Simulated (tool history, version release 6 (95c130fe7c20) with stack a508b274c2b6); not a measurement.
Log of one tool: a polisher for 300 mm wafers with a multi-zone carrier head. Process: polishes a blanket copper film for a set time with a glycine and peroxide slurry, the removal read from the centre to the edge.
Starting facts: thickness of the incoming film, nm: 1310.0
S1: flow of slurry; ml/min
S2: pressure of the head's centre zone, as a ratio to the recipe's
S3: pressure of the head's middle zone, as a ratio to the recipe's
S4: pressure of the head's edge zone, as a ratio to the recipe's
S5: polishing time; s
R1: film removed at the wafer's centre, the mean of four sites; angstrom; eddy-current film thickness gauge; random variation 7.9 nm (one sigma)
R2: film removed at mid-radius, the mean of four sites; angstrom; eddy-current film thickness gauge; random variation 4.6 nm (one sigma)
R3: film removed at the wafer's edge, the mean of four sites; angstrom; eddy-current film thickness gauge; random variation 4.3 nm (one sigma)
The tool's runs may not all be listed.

| run | hour | S1 | S2 | S3 | S4 | S5 | R1 | R2 | R3 |
|---|---|---|---|---|---|---|---|---|---|
| 1 | 0 | 135 | 1 | 1 | 1 | 74 | 3901 | 4035.8 | 3898.1 |
| 2 | 7.7 | 135 | 1 | 1 | 1 | 85 | 4570.6 | 4634.3 | 4443.6 |
| 3 | 14.6 | 135 | 1.07 | 1 | 1 | 85 | 4837.6 | 4685.9 | 4454.8 |
| 4 | 21.9 | 150 | 1.1 | 1.04 | 1.03 | 88 | 5312.3 | 5010.2 | 4715.1 |
| 5 | 25.5 | 150 | 1.1 | 1.04 | 1.03 | 77 | 4661.4 | 4436.4 | 4128.4 |
| 6 | 27.5 | 150 | 1.14 | 1.04 | 1.03 | 77 | 4794.4 | 4406.1 | 4124.9 |
| 7 | 35.2 | 160 | 1.14 | 1.08 | 1.04 | 83 | 5170.7 | 5007.5 | 4498.9 |

For run 8, what comes out?
| 8 | 44.1 | 170 | 1.15 | 1.1 | 1.04 | 88 | ? | ? | ? |

Logged for run 8: R1 5588.2 angstrom, R2 5412.8 angstrom, R3 4790.4 angstrom.
